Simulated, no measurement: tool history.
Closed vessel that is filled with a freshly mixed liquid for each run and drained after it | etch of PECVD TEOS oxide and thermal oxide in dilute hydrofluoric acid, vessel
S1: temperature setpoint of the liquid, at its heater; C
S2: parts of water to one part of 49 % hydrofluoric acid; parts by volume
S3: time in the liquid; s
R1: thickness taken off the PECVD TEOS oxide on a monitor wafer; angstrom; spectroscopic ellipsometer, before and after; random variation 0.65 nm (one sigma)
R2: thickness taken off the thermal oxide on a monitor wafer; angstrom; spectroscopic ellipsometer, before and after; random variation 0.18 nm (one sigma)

run	hour	S1	S2	S3	R1	R2
1	0.0	26.0	135	210	155.87	83.393
2	2.8	27.5	110	230	229.93	121.470
3	10.3	29.0	90	245	327.66	172.950
4	15.2	29.0	110	245	260.21	138.830
5	20.5	30.0	90	255	347.21	185.830
6	28.4	26.5	90	255	305.53	164.430
# hour 34.1: hydrofluoric acid flow meter replaced
7	34.1	28.0	75	260	382.04	203.700
8	38.9	29.0	65	265	476.79	252.820
9	40.6	30.0	55	265	590.11	317.220
10	45.1	31.0	50	265	685.46	363.100
11	46.2	31.0	50	265	689.50	365.250
12	50.7	34.0	35	265	1126.30	599.190
13	54.7	33.5	35	265	1109.00	587.410
14	57.0	33.0	35	265	1076.10	574.160

The next listed run, before its measurement:
15	63.1	32.5	35	265	?	?

Run 15 gave R1 1085.30 angstrom, R2 561.930 angstrom.
